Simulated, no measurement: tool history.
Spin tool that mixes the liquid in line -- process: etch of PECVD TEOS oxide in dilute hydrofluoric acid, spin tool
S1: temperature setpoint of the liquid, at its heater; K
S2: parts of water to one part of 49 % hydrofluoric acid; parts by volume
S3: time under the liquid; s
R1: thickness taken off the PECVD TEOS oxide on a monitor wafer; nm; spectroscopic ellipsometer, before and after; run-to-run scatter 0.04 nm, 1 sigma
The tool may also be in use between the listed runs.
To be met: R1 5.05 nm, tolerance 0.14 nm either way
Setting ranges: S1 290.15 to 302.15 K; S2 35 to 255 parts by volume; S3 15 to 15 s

run 1 hour=0 | S1=294.15 S2=145 S3=15 | R1=2.3734
run 2 hour=3.4 | S1=294.15 S2=165 S3=15 | R1=2.072
run 3 hour=11.7 | S1=295.15 S2=155 S3=15 | R1=2.3144
run 4 hour=15.7 | S1=296.15 S2=145 S3=15 | R1=2.5683
run 5 hour=19 | S1=297.15 S2=135 S3=15 | R1=2.9008
run 6 hour=22.8 | S1=297.15 S2=135 S3=15 | R1=2.9329
-- hour=26.7 thermometer replaced
run 7 hour=26.7 | S1=297.65 S2=130 S3=15 | R1=2.8921
run 8 hour=35.6 | S1=298.15 S2=120 S3=15 | R1=3.3009
run 9 hour=44.3 | S1=298.65 S2=115 S3=15 | R1=3.5096

Below are 4 possible settings for the next run. Only one of them brings all results inside the allowed miss of their targets. Which is it?
run A hour=53 | S1=297.15 S2=75 S3=15 | R1=?
run B hour=53 | S1=299.65 S2=80 S3=15 | R1=?
run C hour=53 | S1=297.65 S2=125 S3=15 | R1=?
run D hour=53 | S1=297.65 S2=80 S3=15 | R1=?

move=A R1=5.2365
move=B R1=5.3881
move=C R1=3.0126
move=D R1=4.9769
A: the result that was furthest off in the last run now lies on the other side of its target
B: the result that was furthest off in the last run now lies on the other side of its target
C: further off than the last run
D: all results land within tolerance of their targets
D meets every target.
